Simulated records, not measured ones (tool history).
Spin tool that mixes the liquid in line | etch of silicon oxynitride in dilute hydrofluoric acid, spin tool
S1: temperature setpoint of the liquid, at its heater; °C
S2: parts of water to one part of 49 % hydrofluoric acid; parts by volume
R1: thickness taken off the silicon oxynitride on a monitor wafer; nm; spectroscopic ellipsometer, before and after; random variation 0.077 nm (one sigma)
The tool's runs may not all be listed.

run 1 day=0 | S1=24 S2=105 time_under_the_liquid_(s)=325 | R1=6.6582
run 2 day=0.05 | S1=24 S2=125 time_under_the_liquid_(s)=325 | R1=5.4675
run 3 day=0.138 | S1=21 S2=125 time_under_the_liquid_(s)=325 | R1=4.7906
run 4 day=0.496 | S1=21 S2=150 time_under_the_liquid_(s)=325 | R1=3.9102
run 5 day=0.858 | S1=23.5 S2=135 time_under_the_liquid_(s)=325 | R1=4.9419
run 6 day=0.962 | S1=23.5 S2=135 time_under_the_liquid_(s)=345 | R1=5.2439
run 7 day=1.188 | S1=25.5 S2=125 time_under_the_liquid_(s)=345 | R1=6.2825
run 8 day=1.504 | S1=27 S2=120 time_under_the_liquid_(s)=345 | R1=6.9121

The next listed run, before its measurement:
run 9 day=1.654 | S1=28 S2=115 time_under_the_liquid_(s)=345 | R1=?

R1: 7.7366 nm
